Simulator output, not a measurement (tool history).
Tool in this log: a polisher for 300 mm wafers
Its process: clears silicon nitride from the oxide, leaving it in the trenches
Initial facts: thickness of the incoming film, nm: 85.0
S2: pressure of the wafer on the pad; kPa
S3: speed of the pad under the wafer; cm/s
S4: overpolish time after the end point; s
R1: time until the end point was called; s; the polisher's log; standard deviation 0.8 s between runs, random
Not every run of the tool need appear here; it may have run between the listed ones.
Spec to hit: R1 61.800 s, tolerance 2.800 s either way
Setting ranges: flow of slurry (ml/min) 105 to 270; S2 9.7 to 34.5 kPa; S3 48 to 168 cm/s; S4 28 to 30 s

{"run": 1, "hour": 0.0, "flow of slurry (ml/min)": 175, "S2": 22.1, "S3": 108, "S4": 28, "R1": 92.403}
{"run": 2, "hour": 8.0, "flow of slurry (ml/min)": 175, "S2": 22.1, "S3": 108, "S4": 28, "R1": 96.426}
{"run": 3, "hour": 14.1, "flow of slurry (ml/min)": 175, "S2": 19.3, "S3": 108, "S4": 28, "R1": 103.13}
{"run": 4, "hour": 19.2, "flow of slurry (ml/min)": 175, "S2": 19.3, "S3": 94, "S4": 28, "R1": 121.49}
{"run": 5, "hour": 24.9, "flow of slurry (ml/min)": 175, "S2": 20.7, "S3": 94, "S4": 28, "R1": 114.59}
{"run": 6, "hour": 30.1, "flow of slurry (ml/min)": 175, "S2": 20.7, "S3": 94, "S4": 28, "R1": 112.47}
{"run": 7, "hour": 34.7, "flow of slurry (ml/min)": 175, "S2": 22.1, "S3": 94, "S4": 28, "R1": 106.71}
{"run": 8, "hour": 39.2, "flow of slurry (ml/min)": 175, "S2": 23.4, "S3": 94, "S4": 28, "R1": 100.55}
{"run": 9, "hour": 47.5, "flow of slurry (ml/min)": 175, "S2": 24.8, "S3": 94, "S4": 28, "R1": 99.7}
{"run": 10, "hour": 48.2, "flow of slurry (ml/min)": 175, "S2": 25.5, "S3": 96, "S4": 28, "R1": 96.264}
{"run": 11, "hour": 57.2, "flow of slurry (ml/min)": 175, "S2": 26.2, "S3": 98, "S4": 28, "R1": 90.354}
{"run": 12, "hour": 60.2, "flow of slurry (ml/min)": 175, "S2": 26.9, "S3": 100, "S4": 28, "R1": 85.595}
{"run": 13, "hour": 68.9, "flow of slurry (ml/min)": 175, "S2": 26.9, "S3": 100, "S4": 28, "R1": 87.461}
{"run": 14, "hour": 73.3, "flow of slurry (ml/min)": 175, "S2": 27.6, "S3": 102, "S4": 28, "R1": 85.266}
{"run": 15, "hour": 78.4, "flow of slurry (ml/min)": 175, "S2": 27.6, "S3": 102, "S4": 28, "R1": 85.679}
{"run": 16, "hour": 83.1, "flow of slurry (ml/min)": 175, "S2": 27.6, "S3": 102, "S4": 28, "R1": 84.346}
{"run": 17, "hour": 85.8, "flow of slurry (ml/min)": 175, "S2": 28.3, "S3": 104, "S4": 28, "R1": 82.973}
{"run": 18, "hour": 87.4, "flow of slurry (ml/min)": 175, "S2": 28.3, "S3": 104, "S4": 28, "R1": 82.33}
{"hour": 95.1, "done": "worn pad replaced by a new one"}
{"run": 19, "hour": 95.1, "flow of slurry (ml/min)": 175, "S2": 29.0, "S3": 106, "S4": 28, "R1": 74.826}

4 candidate next runs follow, results not yet known. Just one meets every target within its allowed miss. Identify it.
{"run": "A", "hour": 102.8, "flow of slurry (ml/min)": 195, "S2": 32.4, "S3": 114, "S4": 28, "R1": "?"}
{"run": "B", "hour": 102.8, "flow of slurry (ml/min)": 155, "S2": 32.4, "S3": 134, "S4": 30, "R1": "?"}
{"run": "C", "hour": 102.8, "flow of slurry (ml/min)": 135, "S2": 29.0, "S3": 88, "S4": 28, "R1": "?"}
{"run": "D", "hour": 102.8, "flow of slurry (ml/min)": 180, "S2": 33.1, "S3": 128, "S4": 28, "R1": "?"}

move=A R1=63.390
move=B R1=55.653
move=C R1=93.046
move=D R1=56.203
A: all results land within tolerance of their targets
B: takes the result that was furthest off past its target
C: further off than the last run
D: takes the result that was furthest off past its target
Answer: A
